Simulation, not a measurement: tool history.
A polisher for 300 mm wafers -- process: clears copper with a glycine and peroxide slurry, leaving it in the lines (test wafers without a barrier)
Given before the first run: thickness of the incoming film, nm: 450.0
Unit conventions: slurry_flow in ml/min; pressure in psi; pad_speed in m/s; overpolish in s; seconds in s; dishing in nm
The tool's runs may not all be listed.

Run 1, hour 0.0: slurry_flow 145 ml/min, pressure 2.8 psi, pad_speed 0.84 m/s, overpolish 22 s. Result: seconds 101.980 s, dishing 59.928 nm.
Run 2, hour 8.0: slurry_flow 145 ml/min, pressure 2.8 psi, pad_speed 0.84 m/s, overpolish 31 s. Result: seconds 101.040 s, dishing 71.469 nm.
Run 3, hour 15.2: slurry_flow 145 ml/min, pressure 3.0 psi, pad_speed 0.84 m/s, overpolish 31 s. Result: seconds 96.958 s, dishing 72.327 nm.
Run 4, hour 23.2: slurry_flow 130 ml/min, pressure 3.4 psi, pad_speed 0.84 m/s, overpolish 25 s. Result: seconds 88.433 s, dishing 68.481 nm.
Run 5, hour 29.0: slurry_flow 120 ml/min, pressure 3.2 psi, pad_speed 0.94 m/s, overpolish 20 s. Result: seconds 87.458 s, dishing 60.312 nm.
Run 6, hour 31.2: slurry_flow 120 ml/min, pressure 3.2 psi, pad_speed 0.94 m/s, overpolish 16 s. Result: seconds 87.759 s, dishing 51.921 nm.
At hour 32.5: slurry nozzle cleaned.
Run 7, hour 32.5: slurry_flow 110 ml/min, pressure 3.2 psi, pad_speed 1.04 m/s, overpolish 14 s. Result: seconds 75.587 s, dishing 52.459 nm.
Run 8, hour 35.0: slurry_flow 105 ml/min, pressure 3.0 psi, pad_speed 1.10 m/s, overpolish 12 s. Result: seconds 77.057 s, dishing 46.172 nm.
Run 9, hour 36.4: slurry_flow 100 ml/min, pressure 3.0 psi, pad_speed 1.12 m/s, overpolish 11 s. Result: seconds 76.170 s, dishing 42.794 nm.
Run 10, hour 38.0: slurry_flow 115 ml/min, pressure 3.3 psi, pad_speed 1.16 m/s, overpolish 7 s. Result: seconds 67.737 s, dishing 33.891 nm.
Run 11, hour 45.1: slurry_flow 110 ml/min, pressure 3.3 psi, pad_speed 1.16 m/s, overpolish 7 s. Result: seconds 67.832 s, dishing 33.792 nm.

Expected results for the next run?
Run 12, hour 53.8: slurry_flow 115 ml/min, pressure 3.4 psi, pad_speed 1.14 m/s, overpolish 16 s. Result: seconds ?, dishing ?.

Run 12 came out at seconds 66.218 s, dishing 61.277 nm.
